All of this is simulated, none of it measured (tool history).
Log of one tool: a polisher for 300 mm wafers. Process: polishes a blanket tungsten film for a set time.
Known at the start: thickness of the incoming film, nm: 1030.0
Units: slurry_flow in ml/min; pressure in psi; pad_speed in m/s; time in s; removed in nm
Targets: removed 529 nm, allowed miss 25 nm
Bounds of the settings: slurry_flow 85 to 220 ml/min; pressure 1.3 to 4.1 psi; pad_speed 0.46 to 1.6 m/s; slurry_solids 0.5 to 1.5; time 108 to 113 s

Run 1, day 0: slurry_flow 140 ml/min, pressure 2.7 psi, pad_speed 1.02 m/s, slurry_solids 1, time 108 s. Result: removed 362.27 nm.
Run 2, day 0.117: slurry_flow 125 ml/min, pressure 2.7 psi, pad_speed 1.02 m/s, slurry_solids 1, time 108 s. Result: removed 359.72 nm.
Run 3, day 0.379: slurry_flow 125 ml/min, pressure 2.7 psi, pad_speed 1.12 m/s, slurry_solids 1, time 108 s. Result: removed 379.18 nm.
Run 4, day 0.7: slurry_flow 130 ml/min, pressure 2.8 psi, pad_speed 1.12 m/s, slurry_solids 1, time 108 s. Result: removed 387.4 nm.
Run 5, day 0.958: slurry_flow 130 ml/min, pressure 2.8 psi, pad_speed 1.34 m/s, slurry_solids 1, time 108 s. Result: removed 437.78 nm.
Run 6, day 1.162: slurry_flow 130 ml/min, pressure 2.9 psi, pad_speed 1.34 m/s, slurry_solids 1, time 108 s. Result: removed 464.38 nm.
Run 7, day 1.233: slurry_flow 130 ml/min, pressure 2.9 psi, pad_speed 1.34 m/s, slurry_solids 1, time 108 s. Result: removed 453.38 nm.
Run 8, day 1.4: slurry_flow 130 ml/min, pressure 3 psi, pad_speed 1.34 m/s, slurry_solids 1, time 108 s. Result: removed 472.86 nm.
Run 9, day 1.438: slurry_flow 130 ml/min, pressure 3.2 psi, pad_speed 1.34 m/s, slurry_solids 1, time 108 s. Result: removed 512.29 nm.

4 next moves are on the table. One of them brings every result within its allowed miss. Which?
Run A, day 1.475: slurry_flow 140 ml/min, pressure 3.4 psi, pad_speed 1.22 m/s, slurry_solids 0.95, time 113 s. Result: removed ?.
Run B, day 1.475: slurry_flow 130 ml/min, pressure 3.3 psi, pad_speed 1.3 m/s, slurry_solids 0.85, time 110 s. Result: removed ?.
Run C, day 1.475: slurry_flow 140 ml/min, pressure 3 psi, pad_speed 1.36 m/s, slurry_solids 1.1, time 108 s. Result: removed ?.
Run D, day 1.475: slurry_flow 115 ml/min, pressure 3.4 psi, pad_speed 1.08 m/s, slurry_solids 1.15, time 110 s. Result: removed ?.

move  removed
   A   517.11
   B   489.28
   C   489.61
   D   480.81
A: meets every target
B: further off than the last run
C: further off than the last run
D: further off than the last run
The right move is A.
